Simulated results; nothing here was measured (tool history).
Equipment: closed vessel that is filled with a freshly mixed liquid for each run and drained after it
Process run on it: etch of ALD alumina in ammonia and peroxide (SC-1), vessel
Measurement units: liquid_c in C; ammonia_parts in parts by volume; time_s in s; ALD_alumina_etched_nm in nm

| run | day | liquid_c | ammonia_parts | time_s | ALD_alumina_etched_nm |
|---|---|---|---|---|---|
| 1 | 0 | 61 | 0.95 | 30 | 2.5158 |
| 2 | 0.175 | 67.5 | 0.95 | 30 | 3.4707 |
| 3 | 0.45 | 66.5 | 0.95 | 30 | 3.3239 |
| 4 | 0.675 | 66 | 0.95 | 30 | 3.2252 |
| 5 | 0.879 | 70 | 0.95 | 30 | 3.9242 |
| 6 | 1.129 | 68.5 | 0.95 | 30 | 3.6125 |

Run 7, settings as shown, results not yet in. Your forecast:
| 7 | 1.462 | 67.5 | 0.95 | 30 | ? |

{"run 7": {"ALD_alumina_etched_nm": 3.4503}}

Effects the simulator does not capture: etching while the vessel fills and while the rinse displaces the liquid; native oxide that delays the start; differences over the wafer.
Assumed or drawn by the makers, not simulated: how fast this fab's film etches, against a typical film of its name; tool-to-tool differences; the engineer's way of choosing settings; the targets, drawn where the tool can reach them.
